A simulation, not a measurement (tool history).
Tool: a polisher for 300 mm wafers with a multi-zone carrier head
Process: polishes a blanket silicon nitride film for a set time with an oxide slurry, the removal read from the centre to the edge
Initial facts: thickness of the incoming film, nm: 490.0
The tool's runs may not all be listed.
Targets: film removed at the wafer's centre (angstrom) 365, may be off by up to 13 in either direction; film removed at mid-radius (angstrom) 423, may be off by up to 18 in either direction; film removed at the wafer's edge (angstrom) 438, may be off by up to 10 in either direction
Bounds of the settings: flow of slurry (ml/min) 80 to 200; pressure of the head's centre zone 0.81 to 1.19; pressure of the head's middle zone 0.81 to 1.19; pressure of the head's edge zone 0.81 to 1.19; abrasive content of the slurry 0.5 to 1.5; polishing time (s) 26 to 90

| run | hour | flow of slurry (ml/min) | pressure of the head's centre zone | pressure of the head's middle zone | pressure of the head's edge zone | abrasive content of the slurry | polishing time (s) | film removed at the wafer's centre (angstrom) | film removed at mid-radius (angstrom) | film removed at the wafer's edge (angstrom) |
|---|---|---|---|---|---|---|---|---|---|---|
| 1 | 0 | 130 | 1 | 1 | 1 | 1 | 58 | 483.66 | 485.82 | 483.36 |
| 2 | 8.9 | 130 | 1 | 1 | 1 | 0.85 | 58 | 449.54 | 463.58 | 459.21 |
| 3 | 10.8 | 130 | 1 | 1 | 1 | 1.05 | 58 | 486.53 | 495.78 | 501.75 |
| 4 | 14.9 | 130 | 1 | 1 | 1 | 1.05 | 65 | 542.41 | 545.32 | 559.51 |
| 5 | 22.9 | 125 | 0.98 | 0.99 | 0.99 | 1 | 65 | 521.83 | 525.52 | 546.24 |
| 6 | 24.2 | 125 | 0.98 | 0.99 | 0.93 | 1 | 65 | 511.52 | 523.07 | 521.32 |
| 7 | 33.2 | 90 | 0.88 | 0.89 | 0.83 | 0.85 | 65 | 399.9 | 413.95 | 439.39 |
| 8 | 39.1 | 90 | 0.87 | 0.9 | 0.83 | 0.85 | 65 | 392.08 | 421.6 | 434.12 |
| 9 | 41.1 | 90 | 0.86 | 0.9 | 0.84 | 0.85 | 65 | 384.65 | 418.92 | 438.69 |
| 10 | 46.6 | 90 | 0.86 | 0.9 | 0.84 | 0.85 | 65 | 388.56 | 422.37 | 445.73 |

Below are 5 possible settings for the next run. Only one of them brings all results inside the allowed miss of their targets. Which is it?
| A | 52.1 | 115 | 0.82 | 0.95 | 0.94 | 0.85 | 58 | ? | ? | ? |
| B | 52.1 | 80 | 0.84 | 0.92 | 0.89 | 0.9 | 61 | ? | ? | ? |
| C | 52.1 | 80 | 0.86 | 0.83 | 0.88 | 1.1 | 59 | ? | ? | ? |
| D | 52.1 | 80 | 0.85 | 0.84 | 0.84 | 0.85 | 66 | ? | ? | ? |
| E | 52.1 | 80 | 0.82 | 0.91 | 0.85 | 0.75 | 66 | ? | ? | ? |

| move | film removed at the wafer's centre (angstrom) | film removed at mid-radius (angstrom) | film removed at the wafer's edge (angstrom) |
|---|---|---|---|
| A | 362 | 410.65 | 435 |
| B | 343.9 | 379.87 | 420.12 |
| C | 365.89 | 364.9 | 436.16 |
| D | 367.68 | 374.07 | 433.68 |
| E | 339.17 | 379.57 | 414.75 |
A: every result within its allowed miss
B: carries the result that was furthest off beyond its target, to the other side
C: the worst result of the last run now meets its target, but another is out of spec
D: the worst result of the last run now meets its target, but another is out of spec
E: carries the result that was furthest off beyond its target, to the other side
Move A is the one to make.
